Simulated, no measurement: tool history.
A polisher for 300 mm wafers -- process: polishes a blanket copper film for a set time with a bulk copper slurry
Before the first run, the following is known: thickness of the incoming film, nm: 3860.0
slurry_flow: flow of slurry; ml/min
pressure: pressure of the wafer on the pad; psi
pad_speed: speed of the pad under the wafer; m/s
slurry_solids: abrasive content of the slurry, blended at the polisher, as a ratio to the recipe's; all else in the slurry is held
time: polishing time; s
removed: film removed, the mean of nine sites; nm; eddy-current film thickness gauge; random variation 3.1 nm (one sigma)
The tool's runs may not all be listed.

run 1 hour=0.0 | slurry_flow=160 pressure=3.4 pad_speed=1.00 slurry_solids=1.0 time=27 | removed=229.21
run 2 hour=7.8 | slurry_flow=165 pressure=3.7 pad_speed=1.00 slurry_solids=1.0 time=27 | removed=250.77
run 3 hour=11.1 | slurry_flow=205 pressure=3.7 pad_speed=1.00 slurry_solids=1.0 time=27 | removed=254.28
run 4 hour=15.9 | slurry_flow=205 pressure=3.9 pad_speed=1.00 slurry_solids=1.0 time=27 | removed=268.01
run 5 hour=16.8 | slurry_flow=205 pressure=4.1 pad_speed=1.00 slurry_solids=1.0 time=27 | removed=286.72
run 6 hour=22.0 | slurry_flow=205 pressure=4.1 pad_speed=1.08 slurry_solids=1.0 time=27 | removed=304.12
run 7 hour=30.1 | slurry_flow=205 pressure=4.2 pad_speed=1.08 slurry_solids=1.0 time=27 | removed=315.38
run 8 hour=32.4 | slurry_flow=205 pressure=4.3 pad_speed=1.08 slurry_solids=1.0 time=27 | removed=318.67
run 9 hour=33.6 | slurry_flow=205 pressure=4.4 pad_speed=1.08 slurry_solids=1.0 time=27 | removed=321.52

Run 10 comes next. What will it give?
run 10 hour=41.7 | slurry_flow=205 pressure=4.5 pad_speed=1.08 slurry_solids=1.0 time=27 | removed=?

For run 10 the tool returned removed 334.02 nm.
